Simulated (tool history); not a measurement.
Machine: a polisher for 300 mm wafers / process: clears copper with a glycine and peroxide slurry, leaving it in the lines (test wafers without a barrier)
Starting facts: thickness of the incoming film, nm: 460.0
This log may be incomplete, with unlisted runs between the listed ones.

run  hour  flow of slurry (ml/min)  pressure of the wafer on the pad (psi)  speed of the pad under the wafer (m/s)  overpolish time after the end point (s)  time until the end point was called (s)  dishing of a wide line in a test structure (angstrom)
  1     0                      300                                     2.7                                    0.82                                       24                                   109.51                                                 633.21
  2   5.1                      300                                     2.5                                     0.8                                       27                                   120.92                                                  675.2
  3   6.8                      245                                     2.5                                     0.8                                       27                                   122.26                                                 647.56
  4  14.4                      245                                     2.4                                     0.8                                       29                                   121.85                                                 651.27
  5    19                      250                                     2.3                                    0.78                                       32                                   132.02                                                 701.45
  6  27.6                      250                                     2.3                                    0.78                                       23                                   132.69                                                 533.69

The next listed run, before its measurement:
  7  36.3                      255                                     2.2                                    0.78                                       27                                        ?                                                      ?

Run 7 measured time until the end point was called (s) 134.82, dishing of a wide line in a test structure (angstrom) 574.89.
